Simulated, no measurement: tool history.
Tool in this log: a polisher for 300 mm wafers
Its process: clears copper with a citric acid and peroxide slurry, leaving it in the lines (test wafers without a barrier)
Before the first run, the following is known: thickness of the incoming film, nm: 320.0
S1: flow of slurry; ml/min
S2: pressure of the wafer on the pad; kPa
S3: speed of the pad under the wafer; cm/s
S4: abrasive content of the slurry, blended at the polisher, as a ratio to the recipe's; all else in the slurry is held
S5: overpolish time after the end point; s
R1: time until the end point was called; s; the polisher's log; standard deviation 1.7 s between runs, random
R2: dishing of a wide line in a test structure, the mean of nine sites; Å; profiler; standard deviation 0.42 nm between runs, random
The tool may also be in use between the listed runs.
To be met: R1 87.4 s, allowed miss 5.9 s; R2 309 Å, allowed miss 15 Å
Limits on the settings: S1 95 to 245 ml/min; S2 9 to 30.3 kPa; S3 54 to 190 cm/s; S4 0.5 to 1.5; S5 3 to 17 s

run 1 hour=0 | S1=155 S2=19.3 S3=122 S4=1 S5=9 | R1=111.15 R2=208.12
run 2 hour=3.4 | S1=155 S2=20.7 S3=122 S4=1 S5=9 | R1=103.59 R2=225.78
run 3 hour=8.2 | S1=155 S2=21.4 S3=122 S4=1 S5=9 | R1=100.96 R2=233.66
run 4 hour=11.3 | S1=125 S2=21.4 S3=122 S4=1 S5=9 | R1=101.27 R2=225.26
run 5 hour=13.7 | S1=125 S2=22.1 S3=122 S4=1 S5=9 | R1=96.823 R2=232.3
run 6 hour=20.8 | S1=130 S2=22.8 S3=122 S4=1 S5=9 | R1=95.913 R2=240.36
run 7 hour=29.7 | S1=130 S2=23.4 S3=122 S4=1 S5=9 | R1=96.17 R2=241.89
run 8 hour=32.7 | S1=130 S2=24.1 S3=122 S4=1 S5=9 | R1=91.098 R2=256.32

Of the 5 settings listed for the next run, only one would bring every result within its allowed miss of target. Which one?
run A hour=35.7 | S1=135 S2=28.3 S3=110 S4=0.95 S5=12 | R1=? R2=?
run B hour=35.7 | S1=120 S2=23.4 S3=124 S4=1.35 S5=11 | R1=? R2=?
run C hour=35.7 | S1=130 S2=25.5 S3=122 S4=0.9 S5=12 | R1=? R2=?
run D hour=35.7 | S1=115 S2=24.1 S3=114 S4=0.9 S5=14 | R1=? R2=?
run E hour=35.7 | S1=125 S2=28.3 S3=130 S4=1.1 S5=9 | R1=? R2=?

move=A R1=86.238 R2=343.82
move=B R1=87.538 R2=311.64
move=C R1=87.451 R2=338.34
move=D R1=100.22 R2=343.17
move=E R1=72.016 R2=311.9
A: the result that was furthest off in the last run now lies on the other side of its target
B: in spec on every target
C: the result that was furthest off in the last run now lies on the other side of its target
D: the result that was furthest off in the last run now lies on the other side of its target
E: puts the biggest miss on target and leaves a different result outside tolerance
Correct choice: B, which meets every target
